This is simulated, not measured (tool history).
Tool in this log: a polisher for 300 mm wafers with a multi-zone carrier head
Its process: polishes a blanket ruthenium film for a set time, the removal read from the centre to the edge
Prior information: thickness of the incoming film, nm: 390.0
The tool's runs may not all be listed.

| run | hour | flow of slurry (ml/min) | pressure of the head's centre zone | pressure of the head's middle zone | pressure of the head's edge zone | polishing time (s) | film removed at the wafer's centre (angstrom) | film removed at mid-radius (angstrom) | film removed at the wafer's edge (angstrom) |
|---|---|---|---|---|---|---|---|---|---|
| 1 | 0 | 285 | 1 | 1 | 1 | 73 | 721.59 | 752.79 | 749.48 |
| 2 | 1.3 | 285 | 1 | 1 | 1 | 66 | 657.96 | 671.37 | 673.18 |
| 3 | 3.7 | 290 | 0.98 | 1.03 | 1.01 | 70 | 682.04 | 736.15 | 704.72 |
| 4 | 7.3 | 285 | 0.95 | 1.04 | 1.02 | 74 | 697.09 | 768.67 | 755.33 |
| 5 | 9 | 290 | 0.92 | 1.07 | 1.02 | 77 | 714.66 | 838.37 | 798.94 |
| 6 | 9.6 | 295 | 0.91 | 1.09 | 1.03 | 79 | 727.55 | 877.23 | 796.43 |

What does the tool deliver on the next run?
| 7 | 15.9 | 290 | 0.89 | 1.1 | 1.03 | 81 | ? | ? | ? |

film removed at the wafer's centre (angstrom): 709.11
film removed at mid-radius (angstrom): 893.84
film removed at the wafer's edge (angstrom): 831.42
